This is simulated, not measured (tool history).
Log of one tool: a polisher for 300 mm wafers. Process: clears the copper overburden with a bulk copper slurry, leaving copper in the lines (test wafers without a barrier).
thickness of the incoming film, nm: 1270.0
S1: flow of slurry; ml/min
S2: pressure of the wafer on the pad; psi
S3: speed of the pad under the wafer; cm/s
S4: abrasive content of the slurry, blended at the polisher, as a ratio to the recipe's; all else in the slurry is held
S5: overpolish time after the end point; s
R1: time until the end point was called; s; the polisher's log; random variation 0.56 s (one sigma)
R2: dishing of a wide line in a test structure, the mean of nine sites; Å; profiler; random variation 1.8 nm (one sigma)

| run | hour | S1 | S2 | S3 | S4 | S5 | R1 | R2 |
|---|---|---|---|---|---|---|---|---|
| 1 | 0 | 250 | 3 | 140 | 1 | 16 | 102.76 | 863.61 |
| 2 | 2.6 | 255 | 3.3 | 140 | 1 | 17 | 92.781 | 948.96 |
| 3 | 10.1 | 255 | 2.9 | 140 | 1 | 17 | 104.94 | 846.17 |
| 4 | 11.5 | 255 | 3.6 | 140 | 1 | 17 | 86.195 | 1006.5 |
| 5 | 13 | 260 | 3.8 | 140 | 1 | 17 | 82.247 | 1033.5 |
| 6 | 13.7 | 260 | 4 | 140 | 1 | 17 | 76.892 | 1053.8 |
| 7 | 16.7 | 260 | 4.1 | 140 | 1 | 17 | 75.099 | 1080.5 |

Run 8 comes next. What will it give?
| 8 | 23.3 | 260 | 4.2 | 140 | 1 | 17 | ? | ? |

{"run 8": {"R1": 72.498, "R2": 1073.4}}

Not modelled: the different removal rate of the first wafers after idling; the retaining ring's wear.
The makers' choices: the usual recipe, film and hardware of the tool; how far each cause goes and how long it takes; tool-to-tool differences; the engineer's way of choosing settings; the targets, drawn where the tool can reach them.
